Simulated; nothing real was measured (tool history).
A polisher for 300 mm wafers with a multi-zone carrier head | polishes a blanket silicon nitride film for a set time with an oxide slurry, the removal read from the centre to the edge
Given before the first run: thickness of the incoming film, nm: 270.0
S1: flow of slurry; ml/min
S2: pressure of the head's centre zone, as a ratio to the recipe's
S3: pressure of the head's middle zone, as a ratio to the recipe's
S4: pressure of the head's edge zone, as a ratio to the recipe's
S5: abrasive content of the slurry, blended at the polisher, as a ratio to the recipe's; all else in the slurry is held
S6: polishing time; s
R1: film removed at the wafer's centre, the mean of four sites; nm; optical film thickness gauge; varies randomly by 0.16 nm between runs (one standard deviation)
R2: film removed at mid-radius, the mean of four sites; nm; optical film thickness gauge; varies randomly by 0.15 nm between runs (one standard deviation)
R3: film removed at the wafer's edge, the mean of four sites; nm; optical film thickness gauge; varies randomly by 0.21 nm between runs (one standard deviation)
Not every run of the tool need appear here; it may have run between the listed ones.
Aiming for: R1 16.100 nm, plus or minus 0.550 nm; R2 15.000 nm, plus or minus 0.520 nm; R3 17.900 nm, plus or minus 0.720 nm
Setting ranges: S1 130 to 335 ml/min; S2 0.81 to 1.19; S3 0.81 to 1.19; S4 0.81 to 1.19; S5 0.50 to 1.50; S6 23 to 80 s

Run 1, day 0.000: S1 215 ml/min, S2 1.00, S3 1.00, S4 1.00, S5 1.00, S6 51 s. Result: R1 22.645 nm, R2 22.106 nm, R3 23.365 nm.
Run 2, day 0.204: S1 245 ml/min, S2 1.00, S3 1.00, S4 1.00, S5 1.00, S6 51 s. Result: R1 23.089 nm, R2 22.597 nm, R3 22.965 nm.
Run 3, day 0.362: S1 240 ml/min, S2 0.99, S3 0.98, S4 1.00, S5 0.95, S6 51 s. Result: R1 21.903 nm, R2 21.550 nm, R3 22.988 nm.
Run 4, day 0.658: S1 245 ml/min, S2 0.99, S3 0.96, S4 0.99, S5 0.90, S6 50 s. Result: R1 21.263 nm, R2 20.343 nm, R3 21.509 nm.
Run 5, day 0.971: S1 245 ml/min, S2 1.07, S3 0.96, S4 0.99, S5 0.90, S6 50 s. Result: R1 22.995 nm, R2 20.020 nm, R3 21.993 nm.
Run 6, day 1.246: S1 240 ml/min, S2 1.05, S3 0.94, S4 0.98, S5 0.85, S6 50 s. Result: R1 22.436 nm, R2 19.482 nm, R3 21.609 nm.
Run 7, day 1.462: S1 240 ml/min, S2 1.03, S3 0.93, S4 0.98, S5 0.80, S6 50 s. Result: R1 21.106 nm, R2 18.625 nm, R3 20.617 nm.
Run 8, day 1.567: S1 235 ml/min, S2 1.01, S3 0.91, S4 0.98, S5 0.75, S6 50 s. Result: R1 19.640 nm, R2 17.904 nm, R3 20.045 nm.

Consider the 5 candidate settings below. Which is the only one whose results all fall within their allowed miss of target?
Run A, day 1.671: S1 245 ml/min, S2 0.90, S3 0.84, S4 1.12, S5 0.80, S6 41 s. Result: R1 ?, R2 ?, R3 ?.
Run B, day 1.671: S1 160 ml/min, S2 0.97, S3 0.81, S4 1.08, S5 0.75, S6 44 s. Result: R1 ?, R2 ?, R3 ?.
Run C, day 1.671: S1 130 ml/min, S2 0.94, S3 0.87, S4 0.98, S5 0.60, S6 53 s. Result: R1 ?, R2 ?, R3 ?.
Run D, day 1.671: S1 235 ml/min, S2 1.05, S3 0.87, S4 1.08, S5 0.85, S6 37 s. Result: R1 ?, R2 ?, R3 ?.
Run E, day 1.671: S1 205 ml/min, S2 1.03, S3 0.98, S4 1.00, S5 0.65, S6 43 s. Result: R1 ?, R2 ?, R3 ?.

move      R1      R2      R3
   A  15.237  14.287  18.336
   B  16.068  13.657  18.012
   C  16.294  15.230  18.231
   D  16.396  13.541  16.602
   E  16.330  15.207  16.299
A: pushes the last run's worst result past its target
B: the furthest-off result lands on target, but another misses its tolerance
C: all results land within tolerance of their targets
D: the furthest-off result lands on target, but another misses its tolerance
E: the furthest-off result lands on target, but another misses its tolerance
The right move is C.
